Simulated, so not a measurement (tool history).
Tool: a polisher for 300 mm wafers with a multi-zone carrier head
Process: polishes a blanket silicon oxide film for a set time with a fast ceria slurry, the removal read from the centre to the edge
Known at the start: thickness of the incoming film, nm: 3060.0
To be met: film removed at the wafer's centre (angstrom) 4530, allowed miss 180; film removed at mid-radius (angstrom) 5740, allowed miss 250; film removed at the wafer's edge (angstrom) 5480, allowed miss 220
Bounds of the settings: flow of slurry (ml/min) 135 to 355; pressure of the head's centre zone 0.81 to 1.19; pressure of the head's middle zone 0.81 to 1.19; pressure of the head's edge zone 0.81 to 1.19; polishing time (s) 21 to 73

run  hour  flow of slurry (ml/min)  pressure of the head's centre zone  pressure of the head's middle zone  pressure of the head's edge zone  polishing time (s)  film removed at the wafer's centre (angstrom)  film removed at mid-radius (angstrom)  film removed at the wafer's edge (angstrom)
  1     0                      225                                   1                                   1                                 1                  47                                         5821.8                                 5786.2                                       5523.5
  2   1.6                      225                                   1                                   1                                 1                  51                                         6301.8                                 6313.9                                       6027.8
  3     4                      175                                   1                                   1                                 1                  51                                         5962.7                                 6040.5                                       5871.3
  4  12.3                      135                                   1                                   1                                 1                  51                                         5725.4                                 5820.8                                       5684.9
  5  14.8                      135                                1.07                                   1                                 1                  51                                         6204.3                                 5837.8                                       5629.3
  6  21.3                      135                                1.07                                   1                                 1                  51                                         6047.6                                   5832                                       5684.1
  7  23.1                      135                                1.02                                1.02                              1.02                  50                                         5780.2                                 5758.3                                       5578.2
     29.5  -- edge zone pressure recalibrated
  8  29.5                      135                                0.97                                1.02                              1.01                  50                                         5413.7                                 5852.1                                       5795.2
  9  35.1                      135                                0.95                                1.03                              0.99                  49                                         5231.1                                 5669.8                                       5617.9
 10  39.1                      135                                0.95                                1.03                              0.99                  49                                           5149                                 5515.5                                       5646.5
 11  42.3                      145                                0.94                                1.06                              1.02                  48                                         5132.4                                 5885.3                                       5739.3

Which of these 5 next moves meets every target?
  A  45.5                      165                                0.99                                1.05                              1.04                  52                                              ?                                      ?                                            ?
  B  45.5                      145                                0.89                                1.15                              1.11                  44                                              ?                                      ?                                            ?
  C  45.5                      160                                1.14                                1.04                              1.07                  47                                              ?                                      ?                                            ?
  D  45.5                      155                                1.09                                1.14                              1.05                  46                                              ?                                      ?                                            ?
  E  45.5                      145                                1.02                                0.85                              1.02                  54                                              ?                                      ?                                            ?

move  film removed at the wafer's centre (angstrom)  film removed at mid-radius (angstrom)  film removed at the wafer's edge (angstrom)
   A                                         6074.5                                 6294.7                                       6204.2
   B                                         4493.7                                 5620.8                                       5321.6
   C                                         6288.8                                 5607.4                                       5665.1
   D                                         5848.1                                 5903.1                                       5462.2
   E                                         6314.2                                 5344.6                                       6286.9
A: further off than the last run
B: meets every target
C: further off than the last run
D: further off than the last run
E: further off than the last run
Move B is the one to make.
